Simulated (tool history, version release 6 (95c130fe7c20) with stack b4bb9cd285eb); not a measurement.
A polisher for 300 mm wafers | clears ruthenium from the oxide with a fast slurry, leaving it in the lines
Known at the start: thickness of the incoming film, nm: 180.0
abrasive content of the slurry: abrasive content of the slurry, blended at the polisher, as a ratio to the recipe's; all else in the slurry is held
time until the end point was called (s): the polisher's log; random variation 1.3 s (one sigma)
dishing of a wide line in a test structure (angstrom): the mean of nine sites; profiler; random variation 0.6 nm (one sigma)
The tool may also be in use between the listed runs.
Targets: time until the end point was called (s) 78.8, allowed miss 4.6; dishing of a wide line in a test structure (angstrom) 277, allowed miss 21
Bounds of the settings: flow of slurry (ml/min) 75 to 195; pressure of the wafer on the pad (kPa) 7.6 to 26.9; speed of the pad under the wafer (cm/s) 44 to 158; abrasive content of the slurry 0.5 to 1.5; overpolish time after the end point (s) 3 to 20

| run | hour | flow of slurry (ml/min) | pressure of the wafer on the pad (kPa) | speed of the pad under the wafer (cm/s) | abrasive content of the slurry | overpolish time after the end point (s) | time until the end point was called (s) | dishing of a wide line in a test structure (angstrom) |
|---|---|---|---|---|---|---|---|---|
| 1 | 0 | 125 | 17.2 | 100 | 1 | 10 | 41.788 | 324.92 |
| 2 | 8.3 | 125 | 17.2 | 100 | 1.2 | 10 | 39.323 | 342.56 |
| 3 | 11.9 | 100 | 17.2 | 100 | 1.2 | 10 | 39.903 | 335.82 |
| 4 | 17.8 | 100 | 20 | 100 | 1.2 | 10 | 37.512 | 368.21 |
| 5 | 26.3 | 100 | 20 | 100 | 1.1 | 10 | 37.536 | 336.38 |
| 6 | 29.3 | 100 | 20 | 100 | 1.25 | 10 | 35.394 | 365.2 |
|  | 33.9 | worn pad replaced by a new one |
| 7 | 33.9 | 100 | 17.2 | 92 | 1.25 | 11 | 40.344 | 333.48 |
| 8 | 40.2 | 105 | 15.2 | 82 | 1.1 | 13 | 50.437 | 325.42 |
| 9 | 43.6 | 105 | 13.1 | 78 | 1.1 | 14 | 62.186 | 316.6 |

Which of these 4 next moves meets every target?
| A | 47 | 100 | 8.3 | 72 | 1 | 15 | ? | ? |
| B | 47 | 80 | 9.7 | 70 | 1.25 | 16 | ? | ? |
| C | 47 | 125 | 9 | 70 | 1.25 | 20 | ? | ? |
| D | 47 | 80 | 9 | 70 | 1 | 18 | ? | ? |

| move | time until the end point was called (s) | dishing of a wide line in a test structure (angstrom) |
|---|---|---|
| A | 89.518 | 233.56 |
| B | 80.009 | 271.4 |
| C | 78.241 | 331.6 |
| D | 90.874 | 269.24 |
A: takes the result that was furthest off past its target
B: meets every target
C: brings the result that was furthest off to its target, and leaves another outside
D: takes the result that was furthest off past its target
Answer: B

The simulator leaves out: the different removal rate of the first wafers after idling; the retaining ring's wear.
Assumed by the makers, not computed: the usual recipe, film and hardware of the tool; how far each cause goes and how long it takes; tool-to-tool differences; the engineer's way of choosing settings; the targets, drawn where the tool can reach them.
